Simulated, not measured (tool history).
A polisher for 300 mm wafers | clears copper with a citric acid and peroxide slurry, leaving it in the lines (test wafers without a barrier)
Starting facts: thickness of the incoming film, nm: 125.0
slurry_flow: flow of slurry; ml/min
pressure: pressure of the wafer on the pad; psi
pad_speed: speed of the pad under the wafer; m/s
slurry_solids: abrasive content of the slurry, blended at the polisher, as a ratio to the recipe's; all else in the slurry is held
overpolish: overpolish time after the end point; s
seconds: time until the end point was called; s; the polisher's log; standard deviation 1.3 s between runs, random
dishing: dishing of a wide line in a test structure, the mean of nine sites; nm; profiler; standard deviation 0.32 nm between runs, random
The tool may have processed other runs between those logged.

run  hour  slurry_flow  pressure  pad_speed  slurry_solids  overpolish  seconds  dishing
  1   0.0          130       2.1       0.98            1.0          23  101.030   18.995
  2   4.1          130       2.2       0.98            1.0          21   97.304   19.135
  3   7.9          130       2.2       1.10            1.0          21   87.351   20.694
  4  14.3          130       2.2       1.10            1.0          27   88.746   24.951
  5  22.3          135       2.2       1.10            1.0          24   84.927   22.364
  6  26.4          135       2.2       0.86            1.0          24  111.110   18.502
  7  28.7          135       2.3       0.88            1.0          22  100.210   18.454
  8  35.8          140       2.4       0.88            1.0          21   95.962   18.248

Forecast run 9:
  9  39.5          145       2.5       0.88            1.0          20        ?        ?

{"run 9": {"seconds": 96.15, "dishing": 18.14}}
